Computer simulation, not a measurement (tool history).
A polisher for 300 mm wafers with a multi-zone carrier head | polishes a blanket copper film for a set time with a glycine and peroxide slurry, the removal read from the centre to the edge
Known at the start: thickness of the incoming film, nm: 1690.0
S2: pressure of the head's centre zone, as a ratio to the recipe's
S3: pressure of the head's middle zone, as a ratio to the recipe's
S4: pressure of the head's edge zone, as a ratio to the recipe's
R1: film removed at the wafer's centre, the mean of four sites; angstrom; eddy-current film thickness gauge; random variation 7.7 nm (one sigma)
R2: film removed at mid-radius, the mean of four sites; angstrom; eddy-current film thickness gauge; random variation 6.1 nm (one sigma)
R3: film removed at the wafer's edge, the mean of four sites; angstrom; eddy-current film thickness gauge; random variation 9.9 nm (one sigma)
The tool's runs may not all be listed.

{"run": 1, "day": 0.0, "flow of slurry (ml/min)": 155, "S2": 1.0, "S3": 1.0, "S4": 1.0, "polishing time (s)": 84, "R1": 6055.0, "R2": 5985.1, "R3": 5601.5}
{"run": 2, "day": 0.275, "flow of slurry (ml/min)": 155, "S2": 1.0, "S3": 1.0, "S4": 1.06, "polishing time (s)": 84, "R1": 6150.4, "R2": 5891.9, "R3": 5769.5}
{"run": 3, "day": 0.538, "flow of slurry (ml/min)": 155, "S2": 1.03, "S3": 1.0, "S4": 1.06, "polishing time (s)": 84, "R1": 6157.3, "R2": 5967.2, "R3": 5772.4}
{"run": 4, "day": 0.742, "flow of slurry (ml/min)": 155, "S2": 1.03, "S3": 1.0, "S4": 1.12, "polishing time (s)": 84, "R1": 6223.0, "R2": 5882.8, "R3": 5975.3}
{"run": 5, "day": 0.908, "flow of slurry (ml/min)": 165, "S2": 1.0, "S3": 1.01, "S4": 1.14, "polishing time (s)": 87, "R1": 6297.1, "R2": 6183.1, "R3": 6107.7}
{"run": 6, "day": 0.938, "flow of slurry (ml/min)": 165, "S2": 1.06, "S3": 1.01, "S4": 1.14, "polishing time (s)": 87, "R1": 6741.7, "R2": 6324.1, "R3": 6183.3}

Forecast run 7:
{"run": 7, "day": 1.112, "flow of slurry (ml/min)": 155, "S2": 1.03, "S3": 1.01, "S4": 1.15, "polishing time (s)": 91, "R1": "?", "R2": "?", "R3": "?"}

{"run 7": {"R1": 6680.1, "R2": 6553.4, "R3": 6336.2}}
